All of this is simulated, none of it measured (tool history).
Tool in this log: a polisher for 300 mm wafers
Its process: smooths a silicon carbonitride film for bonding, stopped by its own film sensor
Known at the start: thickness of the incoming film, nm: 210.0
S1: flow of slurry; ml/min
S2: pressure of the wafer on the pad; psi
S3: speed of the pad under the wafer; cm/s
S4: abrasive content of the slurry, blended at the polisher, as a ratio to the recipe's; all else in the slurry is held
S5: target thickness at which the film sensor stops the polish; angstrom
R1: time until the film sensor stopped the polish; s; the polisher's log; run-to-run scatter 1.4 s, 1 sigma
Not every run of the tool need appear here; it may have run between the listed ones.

{"run": 1, "day": 0.0, "S1": 135, "S2": 2, "S3": 96, "S4": 1, "S5": 1820, "R1": 116.01}
{"run": 2, "day": 0.212, "S1": 135, "S2": 2, "S3": 96, "S4": 1, "S5": 1810, "R1": 119.25}
{"run": 3, "day": 0.388, "S1": 135, "S2": 2, "S3": 96, "S4": 1, "S5": 1810, "R1": 121.25}
{"run": 4, "day": 0.608, "S1": 135, "S2": 2.2, "S3": 98, "S4": 1, "S5": 1810, "R1": 109.01}
{"run": 5, "day": 0.704, "S1": 135, "S2": 1.8, "S3": 98, "S4": 1, "S5": 1810, "R1": 129.2}
{"run": 6, "day": 0.904, "S1": 135, "S2": 2, "S3": 100, "S4": 1, "S5": 1810, "R1": 112.13}
{"run": 7, "day": 1.058, "S1": 135, "S2": 2.1, "S3": 100, "S4": 1, "S5": 1810, "R1": 110.83}

What will run 8 give?
{"run": 8, "day": 1.238, "S1": 135, "S2": 2.2, "S3": 102, "S4": 1, "S5": 1810, "R1": "?"}

{"run 8": {"R1": 103.81}}
